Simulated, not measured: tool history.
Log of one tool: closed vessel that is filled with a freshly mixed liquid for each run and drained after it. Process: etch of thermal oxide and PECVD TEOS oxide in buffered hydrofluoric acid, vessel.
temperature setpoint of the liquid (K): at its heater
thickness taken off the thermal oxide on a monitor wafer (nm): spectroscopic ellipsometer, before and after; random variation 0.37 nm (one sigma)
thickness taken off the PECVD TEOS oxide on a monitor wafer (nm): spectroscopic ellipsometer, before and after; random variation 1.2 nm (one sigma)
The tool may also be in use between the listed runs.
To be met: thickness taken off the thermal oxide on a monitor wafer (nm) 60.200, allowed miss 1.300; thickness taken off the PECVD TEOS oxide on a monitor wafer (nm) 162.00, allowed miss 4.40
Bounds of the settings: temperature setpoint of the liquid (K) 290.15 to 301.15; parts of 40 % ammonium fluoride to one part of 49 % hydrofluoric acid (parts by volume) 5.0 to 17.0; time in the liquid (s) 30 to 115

| run | hour | temperature setpoint of the liquid (K) | parts of 40 % ammonium fluoride to one part of 49 % hydrofluoric acid (parts by volume) | time in the liquid (s) | thickness taken off the thermal oxide on a monitor wafer (nm) | thickness taken off the PECVD TEOS oxide on a monitor wafer (nm) |
|---|---|---|---|---|---|---|
| 1 | 0.0 | 293.15 | 10.5 | 60 | 49.643 | 135.67 |
| 2 | 1.5 | 293.15 | 10.5 | 80 | 65.749 | 177.48 |
| 3 | 5.1 | 292.65 | 10.5 | 80 | 64.457 | 172.90 |
| 4 | 6.3 | 292.65 | 10.5 | 100 | 79.638 | 214.90 |
| 5 | 13.1 | 294.65 | 10.5 | 100 | 89.953 | 241.00 |
| 6 | 19.5 | 297.65 | 10.5 | 100 | 104.810 | 285.99 |
| 7 | 25.8 | 295.65 | 11.0 | 100 | 90.636 | 242.91 |
| 8 | 33.4 | 294.15 | 11.5 | 100 | 79.607 | 214.06 |
| 9 | 40.2 | 293.15 | 11.5 | 100 | 75.659 | 201.75 |
| 10 | 41.6 | 292.15 | 11.5 | 100 | 70.779 | 194.92 |
| 11 | 49.2 | 291.65 | 11.5 | 100 | 69.527 | 183.82 |
| 12 | 57.5 | 291.15 | 11.5 | 100 | 67.398 | 184.04 |
| 13 | 65.9 | 290.65 | 12.0 | 100 | 62.989 | 168.56 |

Which of these 4 next moves meets every target?
| A | 74.3 | 294.15 | 9.0 | 65 | ? | ? |
| B | 74.3 | 294.65 | 16.5 | 105 | ? | ? |
| C | 74.3 | 293.15 | 13.5 | 100 | ? | ? |
| D | 74.3 | 290.15 | 11.5 | 100 | ? | ? |

| move | thickness taken off the thermal oxide on a monitor wafer (nm) | thickness taken off the PECVD TEOS oxide on a monitor wafer (nm) |
|---|---|---|
| A | 65.415 | 175.79 |
| B | 60.518 | 162.63 |
| C | 64.592 | 173.58 |
| D | 63.792 | 171.43 |
A: further off than the last run
B: meets every target
C: further off than the last run
D: further off than the last run
Move B is the one to make.

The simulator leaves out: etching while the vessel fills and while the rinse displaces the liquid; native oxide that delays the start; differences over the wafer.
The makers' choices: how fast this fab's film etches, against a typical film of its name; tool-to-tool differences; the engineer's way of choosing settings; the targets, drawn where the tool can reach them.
